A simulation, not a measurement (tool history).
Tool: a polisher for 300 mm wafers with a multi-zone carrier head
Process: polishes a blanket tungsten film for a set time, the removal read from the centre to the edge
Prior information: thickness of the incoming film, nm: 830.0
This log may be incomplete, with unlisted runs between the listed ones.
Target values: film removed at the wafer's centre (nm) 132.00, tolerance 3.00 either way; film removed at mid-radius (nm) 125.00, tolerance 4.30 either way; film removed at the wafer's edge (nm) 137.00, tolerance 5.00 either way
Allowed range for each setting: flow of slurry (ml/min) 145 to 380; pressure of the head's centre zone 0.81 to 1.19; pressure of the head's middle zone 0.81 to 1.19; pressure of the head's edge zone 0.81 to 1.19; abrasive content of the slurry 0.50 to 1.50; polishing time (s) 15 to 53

run,hour,flow of slurry (ml/min),pressure of the head's centre zone,pressure of the head's middle zone,pressure of the head's edge zone,abrasive content of the slurry,polishing time (s),film removed at the wafer's centre (nm),film removed at mid-radius (nm),film removed at the wafer's edge (nm)
1,0.0,245,1.00,1.00,1.00,1.00,34,191.67,190.43,198.18
2,1.4,245,1.00,1.00,1.00,1.15,34,198.94,202.48,201.65
3,8.2,245,0.99,0.99,0.95,0.95,32,177.53,175.98,181.40
4,15.3,245,0.98,0.98,0.92,0.80,30,155.98,163.00,156.41
5,23.1,245,0.98,0.98,0.84,0.80,30,156.25,160.12,153.47
6,31.2,245,0.90,0.98,0.84,0.80,30,144.71,160.14,150.16
7,33.9,225,0.91,0.93,0.85,0.75,30,142.45,150.87,151.84
8,39.2,230,0.93,0.90,0.84,0.65,29,134.15,138.43,139.60
9,47.3,225,0.94,0.87,0.83,0.65,29,135.19,134.67,142.30
10,49.1,225,0.95,0.86,0.82,0.60,29,132.68,133.32,134.24
11,50.6,215,0.96,0.84,0.84,0.60,29,133.68,128.15,136.76
12,52.9,210,0.96,0.83,0.84,0.60,29,132.66,130.53,134.81
13,55.2,235,0.96,0.82,0.85,0.60,29,135.07,131.65,134.54

Pick the move, out of 4, that brings all results within their allowed miss; only one does.
A,57.5,275,0.92,0.89,0.85,0.50,31,?,?,?
B,57.5,260,0.89,0.91,0.84,0.55,31,?,?,?
C,57.5,175,0.97,0.81,0.90,0.55,30,?,?,?
D,57.5,380,0.95,0.91,0.90,0.50,30,?,?,?

move,film removed at the wafer's centre (nm),film removed at mid-radius (nm),film removed at the wafer's edge (nm)
A,133.21,138.98,139.03
B,132.12,144.03,142.32
C,134.00,127.86,136.78
D,136.77,139.12,139.21
A: its largest miss is bigger than the last run's
B: its largest miss is bigger than the last run's
C: each result inside its tolerance
D: its largest miss is bigger than the last run's
Move C is the one to make.
